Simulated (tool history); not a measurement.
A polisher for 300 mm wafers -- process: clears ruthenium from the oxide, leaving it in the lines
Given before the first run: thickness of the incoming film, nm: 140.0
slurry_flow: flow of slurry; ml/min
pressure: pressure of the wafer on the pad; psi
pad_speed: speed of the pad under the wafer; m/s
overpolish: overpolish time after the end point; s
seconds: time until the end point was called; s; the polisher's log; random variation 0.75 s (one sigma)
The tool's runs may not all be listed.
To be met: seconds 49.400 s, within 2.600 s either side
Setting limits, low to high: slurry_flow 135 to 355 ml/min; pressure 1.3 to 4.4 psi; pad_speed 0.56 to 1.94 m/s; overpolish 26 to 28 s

run    day  slurry_flow  pressure  pad_speed  overpolish  seconds
  1  0.000          225       2.8       1.24          26   78.803
  2  0.246          225       2.8       1.06          26   89.410
  3  0.558          225       3.2       1.08          26   79.330
  4  0.833          225       3.5       1.14          26   71.436
  5  1.150          225       3.5       1.36          26   58.838
  6  1.375          225       2.8       1.36          26   69.956
  7  1.442          225       3.1       1.38          26   63.741
  8  1.604          225       3.3       1.40          26   61.287
  9  1.754          225       3.5       1.42          26   56.795
 10  1.788          225       3.6       1.42          26   54.932

5 candidate next runs follow, results not yet known. Just one meets every target within its allowed miss. Identify it.
  A  1.821          235       3.5       1.26          26        ?
  B  1.821          200       4.0       1.08          28        ?
  C  1.821          245       3.8       1.52          26        ?
  D  1.821          170       3.6       1.26          27        ?
  E  1.821          210       3.5       1.42          26        ?

move  seconds
   A   62.560
   B   66.173
   C   48.479
   D   63.533
   E   56.388
A: the biggest miss grows against the last run
B: the biggest miss grows against the last run
C: meets every target
D: the biggest miss grows against the last run
E: the biggest miss grows against the last run
Move C is the one to make.
